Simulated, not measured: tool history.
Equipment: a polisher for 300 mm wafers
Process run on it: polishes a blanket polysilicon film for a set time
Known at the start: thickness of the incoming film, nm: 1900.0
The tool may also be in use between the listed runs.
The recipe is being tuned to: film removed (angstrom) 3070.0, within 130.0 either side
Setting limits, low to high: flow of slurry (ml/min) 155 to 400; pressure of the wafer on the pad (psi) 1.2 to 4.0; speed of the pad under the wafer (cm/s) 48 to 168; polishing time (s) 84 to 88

run  hour  flow of slurry (ml/min)  pressure of the wafer on the pad (psi)  speed of the pad under the wafer (cm/s)  polishing time (s)  film removed (angstrom)
  1   0.0                      255                                     2.6                                      108                  84                   5095.3
  2   4.0                      255                                     2.2                                      106                  84                   4303.7
  3   5.8                      255                                     2.2                                      106                  84                   4333.4
  4  11.5                      255                                     2.7                                      106                  84                   5329.8
  5  16.4                      255                                     2.7                                       82                  84                   4387.5
  6  21.0                      255                                     2.4                                       82                  84                   3847.8
  7  29.4                      255                                     2.2                                       82                  84                   3499.7
  8  34.4                      255                                     2.1                                       82                  84                   3454.4
  9  40.6                      255                                     2.0                                       82                  84                   3220.2

Which single option among these 5 for the next run brings every result within its allowed miss of target? Just one does.
  A  46.8                      260                                     2.0                                       86                  88                        ?
  B  46.8                      285                                     2.2                                       78                  84                        ?
  C  46.8                      260                                     1.7                                       90                  88                        ?
  D  46.8                      220                                     1.7                                       88                  84                        ?
  E  46.8                      230                                     2.0                                       86                  88                        ?

move  film removed (angstrom)
   A                   3519.6
   B                   3458.7
   C                   3117.5
   D                   2865.1
   E                   3467.5
A: further off than the last run
B: further off than the last run
C: each result inside its tolerance
D: moves the result that the last run missed by most past its target, out the other side
E: further off than the last run
C meets every target.
